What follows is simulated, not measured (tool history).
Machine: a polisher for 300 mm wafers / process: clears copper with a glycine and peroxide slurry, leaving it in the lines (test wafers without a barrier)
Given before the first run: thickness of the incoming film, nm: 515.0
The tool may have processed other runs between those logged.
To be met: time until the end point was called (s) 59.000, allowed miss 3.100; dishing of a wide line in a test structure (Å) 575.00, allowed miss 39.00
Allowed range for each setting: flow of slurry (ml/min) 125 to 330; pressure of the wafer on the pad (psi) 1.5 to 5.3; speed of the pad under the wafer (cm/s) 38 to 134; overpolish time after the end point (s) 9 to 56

| run | hour | flow of slurry (ml/min) | pressure of the wafer on the pad (psi) | speed of the pad under the wafer (cm/s) | overpolish time after the end point (s) | time until the end point was called (s) | dishing of a wide line in a test structure (Å) |
|---|---|---|---|---|---|---|---|
| 1 | 0.0 | 210 | 3.4 | 86 | 29 | 101.890 | 888.25 |
| 2 | 5.1 | 245 | 3.4 | 86 | 29 | 101.320 | 891.72 |
| 3 | 9.9 | 265 | 3.3 | 102 | 22 | 88.926 | 784.79 |
| 4 | 18.0 | 225 | 3.3 | 102 | 22 | 86.634 | 801.49 |
| 5 | 26.8 | 250 | 3.3 | 102 | 22 | 88.685 | 794.18 |
| 6 | 28.5 | 225 | 3.3 | 102 | 22 | 90.914 | 779.17 |
| 7 | 35.4 | 225 | 3.3 | 102 | 22 | 89.919 | 795.04 |
| 8 | 40.5 | 260 | 3.3 | 112 | 18 | 80.958 | 743.73 |
| 9 | 48.8 | 285 | 3.3 | 120 | 15 | 74.994 | 686.06 |
| 10 | 53.0 | 330 | 3.6 | 134 | 9 | 63.101 | 525.05 |

Of the 5 settings listed for the next run, only one would bring every result within its allowed miss of target. Which one?
| A | 57.2 | 330 | 4.0 | 128 | 11 | ? | ? |
| B | 57.2 | 330 | 3.8 | 134 | 9 | ? | ? |
| C | 57.2 | 330 | 4.6 | 134 | 9 | ? | ? |
| D | 57.2 | 295 | 4.4 | 134 | 9 | ? | ? |
| E | 57.2 | 330 | 3.8 | 134 | 12 | ? | ? |

| move | time until the end point was called (s) | dishing of a wide line in a test structure (Å) |
|---|---|---|
| A | 59.718 | 665.41 |
| B | 60.013 | 565.24 |
| C | 50.491 | 654.47 |
| D | 53.075 | 628.00 |
| E | 60.013 | 703.87 |
A: meets the target for the result that was furthest off, but another lies outside its allowed miss
B: hits every target within its allowed miss
C: the result that was furthest off in the last run now lies on the other side of its target
D: the result that was furthest off in the last run now lies on the other side of its target
E: meets the target for the result that was furthest off, but another lies outside its allowed miss
Correct choice: B, which meets every target

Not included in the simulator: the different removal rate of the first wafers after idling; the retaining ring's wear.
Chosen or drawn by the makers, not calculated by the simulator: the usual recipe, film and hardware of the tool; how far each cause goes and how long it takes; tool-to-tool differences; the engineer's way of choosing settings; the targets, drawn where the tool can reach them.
